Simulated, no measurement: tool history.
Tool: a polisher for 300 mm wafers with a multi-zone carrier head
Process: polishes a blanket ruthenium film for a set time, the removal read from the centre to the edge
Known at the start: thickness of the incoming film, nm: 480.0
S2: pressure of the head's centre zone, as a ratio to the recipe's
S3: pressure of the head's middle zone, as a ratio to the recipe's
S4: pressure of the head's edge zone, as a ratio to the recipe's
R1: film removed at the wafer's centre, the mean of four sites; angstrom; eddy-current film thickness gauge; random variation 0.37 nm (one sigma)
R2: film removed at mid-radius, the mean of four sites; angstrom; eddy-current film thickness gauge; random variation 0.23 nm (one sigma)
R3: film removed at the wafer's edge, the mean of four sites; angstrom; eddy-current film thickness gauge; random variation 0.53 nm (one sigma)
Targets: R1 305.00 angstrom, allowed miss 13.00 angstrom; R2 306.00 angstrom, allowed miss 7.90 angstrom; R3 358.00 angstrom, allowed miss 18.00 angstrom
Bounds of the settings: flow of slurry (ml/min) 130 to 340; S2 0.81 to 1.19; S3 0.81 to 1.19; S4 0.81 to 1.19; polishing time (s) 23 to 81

run 1 hour=0.0 | flow_of_slurry_(ml/min)=220 S2=1.00 S3=1.00 S4=1.00 polishing_time_(s)=52 | R1=355.29 R2=356.82 R3=352.45
run 2 hour=4.1 | flow_of_slurry_(ml/min)=220 S2=1.00 S3=1.00 S4=1.00 polishing_time_(s)=65 | R1=438.03 R2=442.30 R3=426.14
run 3 hour=10.2 | flow_of_slurry_(ml/min)=220 S2=1.00 S3=1.00 S4=1.00 polishing_time_(s)=53 | R1=348.24 R2=364.95 R3=355.83
run 4 hour=15.5 | flow_of_slurry_(ml/min)=220 S2=1.06 S3=1.00 S4=1.00 polishing_time_(s)=53 | R1=379.46 R2=359.29 R3=352.31
run 5 hour=19.5 | flow_of_slurry_(ml/min)=220 S2=1.06 S3=1.00 S4=0.97 polishing_time_(s)=53 | R1=384.42 R2=361.49 R3=345.93
run 6 hour=24.8 | flow_of_slurry_(ml/min)=215 S2=1.04 S3=0.98 S4=0.98 polishing_time_(s)=53 | R1=374.13 R2=353.98 R3=356.27
run 7 hour=31.7 | flow_of_slurry_(ml/min)=210 S2=1.02 S3=0.97 S4=0.98 polishing_time_(s)=52 | R1=362.75 R2=344.30 R3=346.22
run 8 hour=32.4 | flow_of_slurry_(ml/min)=205 S2=1.00 S3=0.96 S4=0.99 polishing_time_(s)=52 | R1=350.00 R2=340.28 R3=349.97
run 9 hour=35.0 | flow_of_slurry_(ml/min)=200 S2=0.99 S3=0.95 S4=1.00 polishing_time_(s)=52 | R1=345.88 R2=333.82 R3=349.94
run 10 hour=39.2 | flow_of_slurry_(ml/min)=195 S2=0.98 S3=0.94 S4=1.01 polishing_time_(s)=52 | R1=332.04 R2=332.09 R3=343.07
run 11 hour=45.9 | flow_of_slurry_(ml/min)=190 S2=0.97 S3=0.92 S4=1.02 polishing_time_(s)=52 | R1=331.98 R2=325.47 R3=338.04
run 12 hour=47.2 | flow_of_slurry_(ml/min)=190 S2=0.95 S3=0.90 S4=1.01 polishing_time_(s)=52 | R1=322.34 R2=319.35 R3=350.09
run 13 hour=52.8 | flow_of_slurry_(ml/min)=190 S2=0.95 S3=0.90 S4=1.01 polishing_time_(s)=52 | R1=330.56 R2=317.03 R3=337.67
run 14 hour=55.3 | flow_of_slurry_(ml/min)=185 S2=0.94 S3=0.89 S4=1.03 polishing_time_(s)=53 | R1=332.28 R2=317.89 R3=350.90
run 15 hour=61.8 | flow_of_slurry_(ml/min)=180 S2=0.93 S3=0.88 S4=1.04 polishing_time_(s)=53 | R1=319.34 R2=317.69 R3=360.03

4 next moves are on the table. One of them brings every result within its allowed miss. Which?
run A hour=68.3 | flow_of_slurry_(ml/min)=145 S2=0.91 S3=0.87 S4=1.07 polishing_time_(s)=54 | R1=? R2=? R3=?
run B hour=68.3 | flow_of_slurry_(ml/min)=170 S2=0.88 S3=0.95 S4=1.05 polishing_time_(s)=54 | R1=? R2=? R3=?
run C hour=68.3 | flow_of_slurry_(ml/min)=150 S2=0.94 S3=0.86 S4=1.00 polishing_time_(s)=56 | R1=? R2=? R3=?
run D hour=68.3 | flow_of_slurry_(ml/min)=195 S2=0.96 S3=0.91 S4=0.94 polishing_time_(s)=54 | R1=? R2=? R3=?

move=A R1=301.58 R2=305.88 R3=358.99
move=B R1=302.22 R2=339.33 R3=364.13
move=C R1=325.39 R2=316.36 R3=365.50
move=D R1=337.52 R2=334.72 R3=356.77
A: meets every target
B: further off than the last run
C: further off than the last run
D: further off than the last run
The right move is A.
